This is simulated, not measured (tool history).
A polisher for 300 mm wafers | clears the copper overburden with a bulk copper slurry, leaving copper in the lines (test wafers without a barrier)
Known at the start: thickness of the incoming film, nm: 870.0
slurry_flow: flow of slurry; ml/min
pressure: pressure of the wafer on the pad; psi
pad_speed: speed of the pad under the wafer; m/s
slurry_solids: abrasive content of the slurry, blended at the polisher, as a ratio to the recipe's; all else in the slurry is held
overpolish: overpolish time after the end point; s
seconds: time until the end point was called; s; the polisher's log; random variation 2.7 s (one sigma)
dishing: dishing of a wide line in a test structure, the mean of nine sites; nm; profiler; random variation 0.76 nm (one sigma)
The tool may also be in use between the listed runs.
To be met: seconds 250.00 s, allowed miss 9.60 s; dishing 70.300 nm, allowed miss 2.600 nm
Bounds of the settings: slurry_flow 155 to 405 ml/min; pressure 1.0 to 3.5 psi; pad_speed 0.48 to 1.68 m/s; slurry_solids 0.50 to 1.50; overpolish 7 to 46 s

run 1 day=0.000 | slurry_flow=260 pressure=2.2 pad_speed=1.08 slurry_solids=1.00 overpolish=24 | seconds=122.77 dishing=86.030
run 2 day=0.271 | slurry_flow=300 pressure=2.2 pad_speed=1.08 slurry_solids=1.00 overpolish=24 | seconds=121.33 dishing=84.872
run 3 day=0.625 | slurry_flow=300 pressure=2.2 pad_speed=1.08 slurry_solids=0.80 overpolish=24 | seconds=128.68 dishing=82.064
run 4 day=0.762 | slurry_flow=240 pressure=2.2 pad_speed=1.08 slurry_solids=0.80 overpolish=24 | seconds=131.76 dishing=82.201
run 5 day=1.062 | slurry_flow=240 pressure=2.2 pad_speed=1.08 slurry_solids=0.70 overpolish=24 | seconds=136.44 dishing=80.139
run 6 day=1.100 | slurry_flow=240 pressure=2.0 pad_speed=1.06 slurry_solids=0.70 overpolish=26 | seconds=151.85 dishing=78.151
run 7 day=1.204 | slurry_flow=240 pressure=1.8 pad_speed=1.06 slurry_solids=0.70 overpolish=28 | seconds=167.56 dishing=75.120
run 8 day=1.233 | slurry_flow=240 pressure=1.7 pad_speed=1.06 slurry_solids=0.70 overpolish=30 | seconds=175.24 dishing=75.125
run 9 day=1.588 | slurry_flow=240 pressure=1.6 pad_speed=1.06 slurry_solids=0.70 overpolish=32 | seconds=189.53 dishing=76.539
run 10 day=1.808 | slurry_flow=240 pressure=1.5 pad_speed=1.06 slurry_solids=0.70 overpolish=33 | seconds=195.36 dishing=72.397
run 11 day=2.171 | slurry_flow=240 pressure=1.4 pad_speed=1.06 slurry_solids=0.70 overpolish=34 | seconds=207.18 dishing=71.626
run 12 day=2.496 | slurry_flow=240 pressure=1.4 pad_speed=1.06 slurry_solids=0.70 overpolish=35 | seconds=211.48 dishing=71.535
run 13 day=2.850 | slurry_flow=240 pressure=1.4 pad_speed=1.06 slurry_solids=0.70 overpolish=36 | seconds=210.10 dishing=74.113
run 14 day=2.921 | slurry_flow=240 pressure=1.4 pad_speed=1.06 slurry_solids=0.70 overpolish=37 | seconds=210.65 dishing=74.367
run 15 day=2.958 | slurry_flow=240 pressure=1.4 pad_speed=1.06 slurry_solids=0.70 overpolish=38 | seconds=204.65 dishing=74.603
run 16 day=3.317 | slurry_flow=240 pressure=1.4 pad_speed=1.06 slurry_solids=0.70 overpolish=38 | seconds=210.77 dishing=74.871
run 17 day=3.621 | slurry_flow=240 pressure=1.3 pad_speed=1.06 slurry_solids=0.70 overpolish=39 | seconds=221.11 dishing=73.221
run 18 day=3.683 | slurry_flow=235 pressure=1.2 pad_speed=1.06 slurry_solids=0.70 overpolish=41 | seconds=239.62 dishing=70.128
run 19 day=3.896 | slurry_flow=230 pressure=1.2 pad_speed=1.06 slurry_solids=0.70 overpolish=41 | seconds=241.42 dishing=70.032

4 next moves are on the table. One of them brings every result within its allowed miss. Which?
run A day=4.108 | slurry_flow=220 pressure=1.0 pad_speed=1.34 slurry_solids=0.65 overpolish=39 | seconds=? dishing=?
run B day=4.108 | slurry_flow=190 pressure=1.3 pad_speed=1.02 slurry_solids=0.85 overpolish=37 | seconds=? dishing=?
run C day=4.108 | slurry_flow=200 pressure=1.1 pad_speed=1.06 slurry_solids=0.75 overpolish=39 | seconds=? dishing=?
run D day=4.108 | slurry_flow=295 pressure=1.4 pad_speed=0.92 slurry_solids=0.55 overpolish=41 | seconds=? dishing=?

move=A seconds=227.47 dishing=68.605
move=B seconds=225.17 dishing=70.968
move=C seconds=256.92 dishing=65.702
move=D seconds=249.30 dishing=72.057
A: further off than the last run
B: further off than the last run
C: brings the result that was furthest off to its target, and leaves another outside
D: meets every target
Move D is the one to make.

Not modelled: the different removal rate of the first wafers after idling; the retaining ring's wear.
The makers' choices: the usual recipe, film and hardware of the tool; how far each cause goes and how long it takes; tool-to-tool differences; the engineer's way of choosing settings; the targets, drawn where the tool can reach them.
